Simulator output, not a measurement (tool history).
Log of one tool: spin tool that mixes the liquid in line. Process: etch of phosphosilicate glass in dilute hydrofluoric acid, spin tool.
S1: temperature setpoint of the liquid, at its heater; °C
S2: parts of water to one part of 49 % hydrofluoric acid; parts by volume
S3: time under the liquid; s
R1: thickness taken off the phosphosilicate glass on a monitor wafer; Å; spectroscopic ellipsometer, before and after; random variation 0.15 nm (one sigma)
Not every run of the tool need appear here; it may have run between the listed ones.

| run | hour | S1 | S2 | S3 | R1 |
|---|---|---|---|---|---|
| 1 | 0.0 | 24.0 | 250 | 50 | 114.790 |
| 2 | 4.9 | 24.0 | 335 | 50 | 78.302 |
| 3 | 9.8 | 24.0 | 335 | 55 | 85.557 |
| 4 | 11.1 | 26.0 | 305 | 55 | 103.600 |
| 5 | 15.1 | 26.0 | 305 | 55 | 102.380 |
| 6 | 16.6 | 26.5 | 270 | 55 | 123.670 |
| 7 | 23.3 | 27.5 | 245 | 55 | 144.260 |

Predict the results of run 8:
| 8 | 25.6 | 28.5 | 230 | 55 | ? |

Run 8 measured R1 163.620 Å.

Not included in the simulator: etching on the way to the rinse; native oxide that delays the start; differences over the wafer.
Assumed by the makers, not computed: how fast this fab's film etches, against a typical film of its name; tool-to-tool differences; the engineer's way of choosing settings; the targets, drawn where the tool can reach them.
